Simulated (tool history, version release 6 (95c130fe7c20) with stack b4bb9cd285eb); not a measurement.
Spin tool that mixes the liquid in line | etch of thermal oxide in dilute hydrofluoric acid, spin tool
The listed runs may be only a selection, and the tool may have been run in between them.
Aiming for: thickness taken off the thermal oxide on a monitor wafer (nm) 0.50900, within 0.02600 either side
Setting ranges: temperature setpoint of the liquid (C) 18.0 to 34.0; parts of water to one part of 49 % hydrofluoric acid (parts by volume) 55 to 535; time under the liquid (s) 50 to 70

run	hour	temperature setpoint of the liquid (C)	parts of water to one part of 49 % hydrofluoric acid (parts by volume)	time under the liquid (s)	thickness taken off the thermal oxide on a monitor wafer (nm)
1	0.0	26.0	295	70	0.95963
2	7.9	24.5	325	70	0.83024
3	10.3	24.0	355	70	0.70804
4	14.2	21.5	355	70	0.64813
5	15.6	21.0	365	70	0.62250
6	16.4	21.0	295	70	0.80821
7	19.7	20.5	325	70	0.70545
8	24.9	20.0	345	70	0.63411
9	28.5	19.5	355	70	0.62318
10	33.6	19.0	370	70	0.56479
11	40.9	19.0	375	70	0.54784
12	46.4	19.0	380	70	0.55106
13	55.4	19.0	380	70	0.53558

Consider the 5 candidate settings below. Which is the only one whose results all fall within their allowed miss of target?
A	64.4	19.0	365	70	?
B	64.4	18.5	360	70	?
C	64.4	19.5	375	70	?
D	64.4	18.5	375	65	?
E	64.4	20.0	375	70	?

move	thickness taken off the thermal oxide on a monitor wafer (nm)
A	0.57183
B	0.57181
C	0.56188
D	0.50350
E	0.57186
A: moves away from the targets compared with the last run
B: moves away from the targets compared with the last run
C: moves away from the targets compared with the last run
D: each result inside its tolerance
E: moves away from the targets compared with the last run
D meets every target.
